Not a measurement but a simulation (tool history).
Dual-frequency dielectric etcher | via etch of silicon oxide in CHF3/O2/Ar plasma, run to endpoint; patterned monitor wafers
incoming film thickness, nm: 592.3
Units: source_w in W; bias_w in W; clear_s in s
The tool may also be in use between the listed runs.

| run | day | source_w | bias_w | clear_s |
|---|---|---|---|---|
| 1 | 0 | 550 | 175 | 306.4 |
| 2 | 0.208 | 560 | 176 | 303.16 |
| 3 | 0.475 | 570 | 177 | 303 |
| 4 | 0.679 | 570 | 206 | 288.75 |
| 5 | 0.938 | 570 | 181 | 302.2 |
| 6 | 1.229 | 580 | 183 | 299.26 |
| 7 | 1.542 | 590 | 185 | 299.63 |

The next listed run, before its measurement:
| 8 | 1.588 | 590 | 189 | ? |

{"run 8": {"clear_s": 293.32}}
